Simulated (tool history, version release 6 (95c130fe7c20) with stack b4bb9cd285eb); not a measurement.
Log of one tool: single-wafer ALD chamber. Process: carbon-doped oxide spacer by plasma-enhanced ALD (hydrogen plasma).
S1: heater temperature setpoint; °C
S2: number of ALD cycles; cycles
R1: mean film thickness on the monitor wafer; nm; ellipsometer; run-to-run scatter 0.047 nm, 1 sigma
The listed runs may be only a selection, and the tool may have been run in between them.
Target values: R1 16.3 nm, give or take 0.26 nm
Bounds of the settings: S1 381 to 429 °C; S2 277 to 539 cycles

Run 1, hour 0: S1 405 °C, S2 408 cycles. Result: R1 21.46 nm.
Run 2, hour 3.6: S1 407 °C, S2 393 cycles. Result: R1 20.612 nm.
Run 3, hour 5.5: S1 417 °C, S2 393 cycles. Result: R1 19.989 nm.
Run 4, hour 13.7: S1 418 °C, S2 381 cycles. Result: R1 19.165 nm.
Run 5, hour 22.1: S1 410 °C, S2 381 cycles. Result: R1 19.702 nm.
Run 6, hour 31.5: S1 404 °C, S2 381 cycles. Result: R1 20.127 nm.
Run 7, hour 38.8: S1 407 °C, S2 371 cycles. Result: R1 19.364 nm.
Run 8, hour 47.1: S1 409 °C, S2 363 cycles. Result: R1 18.887 nm.
Run 9, hour 55.3: S1 411 °C, S2 356 cycles. Result: R1 18.315 nm.
Run 10, hour 62.8: S1 413 °C, S2 351 cycles. Result: R1 18.016 nm.
Run 11, hour 68.7: S1 415 °C, S2 347 cycles. Result: R1 17.707 nm.
Run 12, hour 71.7: S1 416 °C, S2 344 cycles. Result: R1 17.593 nm.

Exercise: of the 4 proposed moves below, exactly one satisfies all targets within the stated allowed misses. Which move is it?
Run A, hour 74.7: S1 424 °C, S2 318 cycles. Result: R1 ?.
Run B, hour 74.7: S1 406 °C, S2 354 cycles. Result: R1 ?.
Run C, hour 74.7: S1 412 °C, S2 328 cycles. Result: R1 ?.
Run D, hour 74.7: S1 410 °C, S2 316 cycles. Result: R1 ?.

move      R1
   A  15.852
   B  18.577
   C  16.925
   D  16.398
A: carries the result that was furthest off beyond its target, to the other side
B: lands further from the targets than the last run did
C: moves toward the targets from the last run without getting all of them in spec
D: in spec on every target
D meets every target.
